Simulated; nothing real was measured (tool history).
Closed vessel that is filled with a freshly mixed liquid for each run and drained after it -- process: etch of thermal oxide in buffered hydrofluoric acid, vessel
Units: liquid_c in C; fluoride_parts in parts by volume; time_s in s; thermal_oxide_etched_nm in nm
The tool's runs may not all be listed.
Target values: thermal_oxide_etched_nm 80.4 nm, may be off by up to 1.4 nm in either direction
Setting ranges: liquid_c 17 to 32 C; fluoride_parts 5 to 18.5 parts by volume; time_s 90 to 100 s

run	day	liquid_c	fluoride_parts	time_s	thermal_oxide_etched_nm
1	0	25	11.5	90	87.794
2	0.196	22.5	11.5	90	77.248
3	0.454	22.5	13	90	68.575
4	0.667	22.5	13	100	75.031
5	0.875	23	13	100	77.456
6	1.221	23	15.5	100	65.669
7	1.525	23.5	15.5	100	67.66
8	1.638	24	15.5	100	69.186
9	1.704	24.5	15.5	100	70.671
10	1.779	27.5	15.5	100	83.379

Which of these 4 next moves meets every target?
A	1.854	27	15	100	?
B	1.854	27	14	95	?
C	1.854	28	15	90	?
D	1.854	27	13.5	95	?

move	thermal_oxide_etched_nm
A	84.389
B	85.782
C	80.117
D	88.894
A: lands further from the targets than the last run did
B: lands further from the targets than the last run did
C: all results land within tolerance of their targets
D: lands further from the targets than the last run did
Correct choice: C, which meets every target
